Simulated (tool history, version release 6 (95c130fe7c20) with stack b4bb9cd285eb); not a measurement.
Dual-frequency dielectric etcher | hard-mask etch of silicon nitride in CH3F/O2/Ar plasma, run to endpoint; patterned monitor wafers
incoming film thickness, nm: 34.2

run,hour,source power (kW),bias power (kW),endpoint time (s)
1,0,0.54,0.084,36.765
2,1,0.45,0.084,39.465
3,6.4,0.43,0.08,40.66
4,7.5,0.46,0.08,39.63
5,15,0.44,0.075,42.361
6,22.3,0.37,0.075,45.147
7,25.8,0.36,0.074,45.882

The next listed run, before its measurement:
8,31.9,0.35,0.073,?

endpoint time (s): 46.963

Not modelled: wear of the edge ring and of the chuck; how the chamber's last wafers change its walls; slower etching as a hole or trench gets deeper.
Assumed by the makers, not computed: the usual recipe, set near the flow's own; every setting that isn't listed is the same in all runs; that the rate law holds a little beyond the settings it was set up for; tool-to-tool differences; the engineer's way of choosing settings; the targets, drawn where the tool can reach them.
